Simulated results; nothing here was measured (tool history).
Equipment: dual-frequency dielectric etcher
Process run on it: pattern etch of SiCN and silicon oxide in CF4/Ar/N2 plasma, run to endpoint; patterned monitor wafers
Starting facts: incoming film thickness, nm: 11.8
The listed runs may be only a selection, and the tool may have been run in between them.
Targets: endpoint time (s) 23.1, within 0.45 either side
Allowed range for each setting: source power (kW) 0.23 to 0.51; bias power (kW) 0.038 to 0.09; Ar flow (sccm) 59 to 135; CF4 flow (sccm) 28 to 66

run 1 hour=0 | source_power_(kW)=0.37 bias_power_(kW)=0.064 Ar_flow_(sccm)=97 CF4_flow_(sccm)=47 | endpoint_time_(s)=16.952
run 2 hour=7.7 | source_power_(kW)=0.37 bias_power_(kW)=0.064 Ar_flow_(sccm)=97 CF4_flow_(sccm)=50 | endpoint_time_(s)=16.535
run 3 hour=11.5 | source_power_(kW)=0.37 bias_power_(kW)=0.064 Ar_flow_(sccm)=81 CF4_flow_(sccm)=50 | endpoint_time_(s)=16.271
run 4 hour=20.3 | source_power_(kW)=0.37 bias_power_(kW)=0.064 Ar_flow_(sccm)=67 CF4_flow_(sccm)=50 | endpoint_time_(s)=15.86
run 5 hour=26.7 | source_power_(kW)=0.37 bias_power_(kW)=0.074 Ar_flow_(sccm)=67 CF4_flow_(sccm)=50 | endpoint_time_(s)=15.015
run 6 hour=34.8 | source_power_(kW)=0.34 bias_power_(kW)=0.07 Ar_flow_(sccm)=69 CF4_flow_(sccm)=50 | endpoint_time_(s)=16.295
run 7 hour=40.1 | source_power_(kW)=0.32 bias_power_(kW)=0.065 Ar_flow_(sccm)=71 CF4_flow_(sccm)=50 | endpoint_time_(s)=17.639
run 8 hour=48.7 | source_power_(kW)=0.3 bias_power_(kW)=0.062 Ar_flow_(sccm)=72 CF4_flow_(sccm)=50 | endpoint_time_(s)=18.894

Next run, 4 choices. One meets every target within its allowed miss, the rest don't. Which?
run A hour=57.3 | source_power_(kW)=0.25 bias_power_(kW)=0.063 Ar_flow_(sccm)=61 CF4_flow_(sccm)=41 | endpoint_time_(s)=?
run B hour=57.3 | source_power_(kW)=0.26 bias_power_(kW)=0.058 Ar_flow_(sccm)=73 CF4_flow_(sccm)=47 | endpoint_time_(s)=?
run C hour=57.3 | source_power_(kW)=0.25 bias_power_(kW)=0.053 Ar_flow_(sccm)=95 CF4_flow_(sccm)=63 | endpoint_time_(s)=?
run D hour=57.3 | source_power_(kW)=0.25 bias_power_(kW)=0.054 Ar_flow_(sccm)=59 CF4_flow_(sccm)=53 | endpoint_time_(s)=?

move=A endpoint_time_(s)=21.672
move=B endpoint_time_(s)=21.85
move=C endpoint_time_(s)=23.081
move=D endpoint_time_(s)=21.962
A: closes in on the targets versus the last run, not all within tolerance yet
B: closes in on the targets versus the last run, not all within tolerance yet
C: in spec on every target
D: closes in on the targets versus the last run, not all within tolerance yet
So the answer is move C, the one that meets all the targets.
